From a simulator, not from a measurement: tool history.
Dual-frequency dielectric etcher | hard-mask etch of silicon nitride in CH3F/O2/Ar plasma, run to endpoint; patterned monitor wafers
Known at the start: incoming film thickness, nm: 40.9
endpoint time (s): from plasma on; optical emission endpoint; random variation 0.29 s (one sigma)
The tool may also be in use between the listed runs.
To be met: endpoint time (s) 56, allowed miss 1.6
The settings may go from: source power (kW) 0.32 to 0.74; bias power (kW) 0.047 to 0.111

Run 1, hour 0: source power (kW) 0.53, bias power (kW) 0.079. Result: endpoint time (s) 47.516.
Run 2, hour 1.8: source power (kW) 0.59, bias power (kW) 0.079. Result: endpoint time (s) 45.831.
Run 3, hour 6.8: source power (kW) 0.67, bias power (kW) 0.079. Result: endpoint time (s) 44.182.
Run 4, hour 10.2: source power (kW) 0.63, bias power (kW) 0.073. Result: endpoint time (s) 45.404.
At hour 15.8: source power generator calibrated.
Run 5, hour 15.8: source power (kW) 0.69, bias power (kW) 0.073. Result: endpoint time (s) 43.83.
Run 6, hour 22.3: source power (kW) 0.74, bias power (kW) 0.073. Result: endpoint time (s) 42.345.
Run 7, hour 30.2: source power (kW) 0.68, bias power (kW) 0.068. Result: endpoint time (s) 44.85.
Run 8, hour 37.8: source power (kW) 0.63, bias power (kW) 0.064. Result: endpoint time (s) 46.786.

Which of these 5 next moves meets every target?
Run A, hour 45.4: source power (kW) 0.37, bias power (kW) 0.053. Result: endpoint time (s) ?.
Run B, hour 45.4: source power (kW) 0.66, bias power (kW) 0.067. Result: endpoint time (s) ?.
Run C, hour 45.4: source power (kW) 0.55, bias power (kW) 0.055. Result: endpoint time (s) ?.
Run D, hour 45.4: source power (kW) 0.5, bias power (kW) 0.054. Result: endpoint time (s) ?.
Run E, hour 45.4: source power (kW) 0.47, bias power (kW) 0.047. Result: endpoint time (s) ?.

move  endpoint time (s)
   A             59.074
   B             45.443
   C             50.996
   D             52.985
   E             55.981
A: takes the result that was furthest off past its target
B: further off than the last run
C: nearer than the last run, and not there yet
D: nearer than the last run, and not there yet
E: meets every target
Move E is the one to make.
